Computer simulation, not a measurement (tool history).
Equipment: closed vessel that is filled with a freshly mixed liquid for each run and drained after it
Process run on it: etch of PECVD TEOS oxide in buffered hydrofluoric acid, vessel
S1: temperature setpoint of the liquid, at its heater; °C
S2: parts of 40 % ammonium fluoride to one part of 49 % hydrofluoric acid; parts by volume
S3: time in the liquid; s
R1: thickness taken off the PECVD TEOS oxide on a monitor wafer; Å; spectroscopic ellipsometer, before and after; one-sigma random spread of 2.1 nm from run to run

| run | hour | S1 | S2 | S3 | R1 |
|---|---|---|---|---|---|
| 1 | 0 | 24 | 11.5 | 90 | 1385.7 |
| 2 | 8.4 | 26 | 11 | 90 | 1569.6 |
| 3 | 16.9 | 26 | 11 | 95 | 1708.2 |
| 4 | 19.3 | 27.5 | 10.5 | 95 | 1913.6 |
| 5 | 22.3 | 28.5 | 10 | 95 | 2128.9 |
| 6 | 28 | 29.5 | 10 | 95 | 2231.8 |
| 7 | 28.9 | 30 | 10 | 95 | 2252.4 |
| 8 | 34.2 | 30.5 | 10 | 95 | 2347.9 |
| 9 | 42.7 | 31 | 10 | 95 | 2402 |

Run 10 comes next. What will it give?
| 10 | 50.1 | 31.5 | 10 | 95 | ? |

{"run 10": {"R1": 2426.7}}
